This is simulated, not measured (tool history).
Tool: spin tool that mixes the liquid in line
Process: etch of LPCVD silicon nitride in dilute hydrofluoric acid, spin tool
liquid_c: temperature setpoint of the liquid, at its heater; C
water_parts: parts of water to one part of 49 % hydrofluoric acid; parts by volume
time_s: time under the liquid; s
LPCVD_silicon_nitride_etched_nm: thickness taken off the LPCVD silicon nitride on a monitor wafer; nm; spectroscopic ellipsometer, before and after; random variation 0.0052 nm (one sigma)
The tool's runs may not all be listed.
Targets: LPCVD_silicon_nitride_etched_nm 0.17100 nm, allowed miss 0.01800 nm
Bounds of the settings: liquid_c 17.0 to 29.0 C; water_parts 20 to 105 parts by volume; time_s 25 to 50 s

run	hour	liquid_c	water_parts	time_s	LPCVD_silicon_nitride_etched_nm
1	0.0	21.0	55	50	0.32011
2	8.0	21.0	55	50	0.31406
3	13.5	21.0	40	50	0.41076
4	18.7	21.0	40	25	0.20417
5	20.3	21.0	20	25	0.40259
6	25.7	20.5	25	25	0.34163
7	29.3	20.0	30	25	0.26524
8	38.2	19.5	30	25	0.26015
9	42.0	19.0	30	25	0.24851
10	45.3	18.5	30	25	0.23192
11	48.3	17.0	45	25	0.14681
12	51.6	17.0	45	25	0.13412
13	53.8	17.5	45	25	0.14548
14	55.4	18.0	45	25	0.14849

4 next moves are on the table. One of them brings every result within its allowed miss. Which?
A	57.0	17.5	65	40	?
B	57.0	17.0	45	25	?
C	57.0	18.5	45	35	?
D	57.0	17.0	50	25	?

move	LPCVD_silicon_nitride_etched_nm
A	0.17193
B	0.14812
C	0.23060
D	0.13376
A: meets every target
B: as far off as the last run
C: takes the result that was furthest off past its target
D: further off than the last run
Move A is the one to make.
